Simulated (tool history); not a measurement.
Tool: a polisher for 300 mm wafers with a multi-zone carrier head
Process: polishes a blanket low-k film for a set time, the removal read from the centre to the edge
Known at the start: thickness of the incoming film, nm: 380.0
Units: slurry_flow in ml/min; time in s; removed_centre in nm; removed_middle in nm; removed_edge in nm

run	hour	slurry_flow	centre_zone	middle_zone	edge_zone	slurry_solids	time	removed_centre	removed_middle	removed_edge
1	0.0	305	1.00	1.00	1.00	1.00	47	14.800	15.016	14.293
2	3.7	305	1.00	1.00	1.00	1.15	47	16.152	16.015	15.470
3	12.2	305	1.00	1.00	0.95	1.15	47	16.058	15.938	15.188
4	19.7	305	0.99	0.97	0.94	1.05	47	14.900	14.961	14.360
5	20.9	305	0.99	0.97	0.94	1.05	56	17.483	18.175	16.754
# hour 28.0: edge zone pressure recalibrated
6	28.0	245	0.99	0.97	0.94	1.05	56	17.139	17.395	16.416
7	34.1	235	0.99	0.94	0.94	0.95	55	15.944	16.011	15.519
8	41.9	230	1.00	0.92	0.94	0.85	54	14.772	14.307	14.467

Forecast run 9:
9	44.5	230	1.00	0.91	0.92	0.75	54	?	?	?

{"run 9": {"removed_centre": 13.352, "removed_middle": 13.278, "removed_edge": 13.111}}
